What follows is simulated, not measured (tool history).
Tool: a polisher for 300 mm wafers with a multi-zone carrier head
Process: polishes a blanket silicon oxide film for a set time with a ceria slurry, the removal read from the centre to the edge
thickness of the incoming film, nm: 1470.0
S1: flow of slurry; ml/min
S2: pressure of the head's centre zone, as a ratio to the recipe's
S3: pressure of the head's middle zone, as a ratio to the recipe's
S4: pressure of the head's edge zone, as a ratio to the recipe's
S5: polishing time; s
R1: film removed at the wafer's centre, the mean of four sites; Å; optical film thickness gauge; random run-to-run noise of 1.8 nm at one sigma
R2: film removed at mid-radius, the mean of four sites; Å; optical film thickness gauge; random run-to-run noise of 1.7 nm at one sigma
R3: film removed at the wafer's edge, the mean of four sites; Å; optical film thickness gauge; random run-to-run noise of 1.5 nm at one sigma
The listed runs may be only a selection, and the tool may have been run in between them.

run    day   S1    S2    S3    S4  S5      R1      R2      R3
  1      0  260     1     1     1  69  1684.8  1775.6  1847.6
  2  0.342  260     1  0.92     1  69    1743  1701.4  1854.7
  3  0.592  260     1  0.92  0.98  68  1698.3  1669.8  1789.6
  4  0.942  305     1  0.92  0.98  68  1754.1  1692.1  1817.7
  5  1.171  305     1  0.92  0.98  78  2023.3  1916.2  2060.7
  6  1.462  305  0.99  0.91  0.97  76  1972.9  1864.7  1987.7
  7  1.817  305  0.98   0.9  0.96  75  1928.4  1823.1  1979.6
  8  2.142  305  0.98   0.9  0.95  73  1880.7  1771.4  1896.7
  9   2.25  305  0.97   0.9  0.94  72  1795.5  1767.4  1886.2

The next listed run, before its measurement:
 10  2.496  305  0.97  0.9  0.93  71   ?   ?   ?

{"run 10": {"R1": 1786.3, "R2": 1729.2, "R3": 1858.4}}
